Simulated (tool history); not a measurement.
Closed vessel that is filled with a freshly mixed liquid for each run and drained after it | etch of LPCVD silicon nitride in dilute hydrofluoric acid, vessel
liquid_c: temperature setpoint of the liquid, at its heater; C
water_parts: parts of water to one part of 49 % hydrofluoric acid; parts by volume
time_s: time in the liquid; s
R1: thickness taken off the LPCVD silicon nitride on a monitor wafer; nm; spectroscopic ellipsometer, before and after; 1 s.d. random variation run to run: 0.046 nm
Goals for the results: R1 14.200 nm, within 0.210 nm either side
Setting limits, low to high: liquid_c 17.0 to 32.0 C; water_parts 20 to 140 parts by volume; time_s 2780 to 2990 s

Run 1, hour 0.0: liquid_c 24.0 C, water_parts 75 parts by volume, time_s 2780 s. Result: R1 19.008 nm.
Run 2, hour 5.3: liquid_c 22.5 C, water_parts 75 parts by volume, time_s 2780 s. Result: R1 17.163 nm.
Run 3, hour 9.1: liquid_c 22.5 C, water_parts 75 parts by volume, time_s 2780 s. Result: R1 17.190 nm.
Run 4, hour 17.5: liquid_c 25.0 C, water_parts 75 parts by volume, time_s 2780 s. Result: R1 20.413 nm.
Run 5, hour 26.2: liquid_c 25.0 C, water_parts 75 parts by volume, time_s 2780 s. Result: R1 20.433 nm.
Run 6, hour 35.6: liquid_c 25.0 C, water_parts 75 parts by volume, time_s 2990 s. Result: R1 21.795 nm.
At hour 42.0: hydrofluoric acid flow meter replaced.
Run 7, hour 42.0: liquid_c 22.5 C, water_parts 75 parts by volume, time_s 2990 s. Result: R1 16.887 nm.
Run 8, hour 43.8: liquid_c 20.5 C, water_parts 75 parts by volume, time_s 2990 s. Result: R1 14.715 nm.
Run 9, hour 51.2: liquid_c 20.5 C, water_parts 75 parts by volume, time_s 2990 s. Result: R1 14.759 nm.

5 next moves are on the table. One of them brings every result within its allowed miss. Which?
Run A, hour 58.6: liquid_c 19.0 C, water_parts 70 parts by volume, time_s 2930 s. Result: R1 ?.
Run B, hour 58.6: liquid_c 20.5 C, water_parts 75 parts by volume, time_s 2805 s. Result: R1 ?.
Run C, hour 58.6: liquid_c 17.0 C, water_parts 60 parts by volume, time_s 2850 s. Result: R1 ?.
Run D, hour 58.6: liquid_c 24.5 C, water_parts 95 parts by volume, time_s 2780 s. Result: R1 ?.
Run E, hour 58.6: liquid_c 21.5 C, water_parts 85 parts by volume, time_s 2920 s. Result: R1 ?.

move      R1
   A  13.947
   B  13.844
   C  13.696
   D  14.229
   E  13.649
A: the result that was furthest off in the last run now lies on the other side of its target
B: the result that was furthest off in the last run now lies on the other side of its target
C: the result that was furthest off in the last run now lies on the other side of its target
D: hits every target within its allowed miss
E: the result that was furthest off in the last run now lies on the other side of its target
Correct choice: D, which meets every target

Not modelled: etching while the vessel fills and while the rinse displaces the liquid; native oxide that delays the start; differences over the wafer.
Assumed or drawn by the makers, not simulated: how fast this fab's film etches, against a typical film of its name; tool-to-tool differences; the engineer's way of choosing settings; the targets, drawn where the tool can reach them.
